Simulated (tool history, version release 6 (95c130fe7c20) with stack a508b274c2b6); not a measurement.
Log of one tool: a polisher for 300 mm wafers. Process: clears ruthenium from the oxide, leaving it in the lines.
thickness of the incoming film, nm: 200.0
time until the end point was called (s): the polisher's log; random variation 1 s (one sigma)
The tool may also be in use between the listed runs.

run,day,flow of slurry (ml/min),pressure of the wafer on the pad (psi),speed of the pad under the wafer (cm/s),overpolish time after the end point (s),time until the end point was called (s)
1,0.000,310,2.8,88,20,135.810
2,0.062,255,2.8,88,20,139.940
3,0.129,260,3.2,88,20,123.910
4,0.208,325,3.2,88,20,116.920
5,0.317,340,3.4,88,20,114.400
6,0.562,340,3.7,88,20,103.520
7,0.646,340,3.9,88,20,97.712

Forecast run 8:
8,0.996,340,4.0,88,20,?

Run 8 gave time until the end point was called (s) 95.936.

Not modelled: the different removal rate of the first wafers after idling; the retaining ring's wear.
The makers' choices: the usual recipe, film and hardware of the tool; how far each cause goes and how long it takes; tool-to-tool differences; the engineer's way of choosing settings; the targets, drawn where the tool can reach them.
